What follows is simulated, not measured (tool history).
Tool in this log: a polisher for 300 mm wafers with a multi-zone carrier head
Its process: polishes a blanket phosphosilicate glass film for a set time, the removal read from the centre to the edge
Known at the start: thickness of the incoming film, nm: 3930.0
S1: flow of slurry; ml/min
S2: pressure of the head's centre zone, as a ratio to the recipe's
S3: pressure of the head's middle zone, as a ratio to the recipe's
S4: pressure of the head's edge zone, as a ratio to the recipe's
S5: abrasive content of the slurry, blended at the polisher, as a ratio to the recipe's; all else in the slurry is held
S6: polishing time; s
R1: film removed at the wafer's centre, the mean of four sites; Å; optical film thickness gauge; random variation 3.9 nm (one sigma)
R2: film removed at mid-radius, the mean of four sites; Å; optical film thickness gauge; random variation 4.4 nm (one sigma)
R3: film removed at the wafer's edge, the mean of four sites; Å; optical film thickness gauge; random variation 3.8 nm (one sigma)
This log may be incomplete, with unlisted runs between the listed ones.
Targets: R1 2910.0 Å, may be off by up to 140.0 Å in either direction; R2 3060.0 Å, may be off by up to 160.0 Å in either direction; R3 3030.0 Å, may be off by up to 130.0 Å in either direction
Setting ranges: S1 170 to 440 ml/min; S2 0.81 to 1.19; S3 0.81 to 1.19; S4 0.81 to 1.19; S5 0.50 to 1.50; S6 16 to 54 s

| run | hour | S1 | S2 | S3 | S4 | S5 | S6 | R1 | R2 | R3 |
|---|---|---|---|---|---|---|---|---|---|---|
| 1 | 0.0 | 280 | 1.00 | 1.00 | 1.00 | 1.00 | 35 | 2079.3 | 2014.6 | 1981.0 |
| 2 | 2.0 | 280 | 0.99 | 1.02 | 1.03 | 1.15 | 37 | 2320.7 | 2361.2 | 2314.1 |
| 3 | 6.2 | 280 | 1.00 | 1.03 | 1.06 | 1.25 | 37 | 2371.2 | 2458.9 | 2431.1 |
| 4 | 14.6 | 280 | 1.01 | 1.04 | 1.07 | 1.35 | 38 | 2585.0 | 2634.7 | 2635.5 |
| 5 | 22.4 | 280 | 1.04 | 1.04 | 1.07 | 1.35 | 38 | 2738.9 | 2666.7 | 2659.1 |
| 6 | 26.3 | 280 | 1.04 | 0.99 | 1.07 | 1.35 | 38 | 2667.7 | 2534.5 | 2658.5 |
| 7 | 32.7 | 285 | 0.99 | 1.09 | 1.15 | 1.50 | 39 | 2745.3 | 2932.2 | 2910.4 |
| 8 | 34.2 | 285 | 1.00 | 1.09 | 1.15 | 1.50 | 39 | 2678.6 | 2901.2 | 2911.3 |

Which of these 5 next moves meets every target?
| A | 35.7 | 250 | 0.89 | 1.04 | 1.19 | 1.35 | 40 | ? | ? | ? |
| B | 35.7 | 260 | 1.10 | 1.11 | 1.09 | 1.40 | 39 | ? | ? | ? |
| C | 35.7 | 320 | 0.99 | 1.06 | 1.09 | 1.50 | 41 | ? | ? | ? |
| D | 35.7 | 245 | 1.03 | 1.11 | 1.11 | 1.45 | 39 | ? | ? | ? |
| E | 35.7 | 285 | 0.86 | 1.19 | 1.05 | 1.25 | 43 | ? | ? | ? |

| move | R1 | R2 | R3 |
|---|---|---|---|
| A | 2388.7 | 2733.0 | 2937.0 |
| B | 2899.1 | 2872.9 | 2787.9 |
| C | 2912.7 | 3057.3 | 3069.7 |
| D | 2742.1 | 2893.3 | 2838.1 |
| E | 2448.6 | 3238.0 | 2890.4 |
A: lands further from the targets than the last run did
B: gets the furthest-off result to its target, but another result is out of tolerance
C: every result lands within tolerance
D: moves toward the targets from the last run without getting all of them in spec
E: lands further from the targets than the last run did
The right move is C.
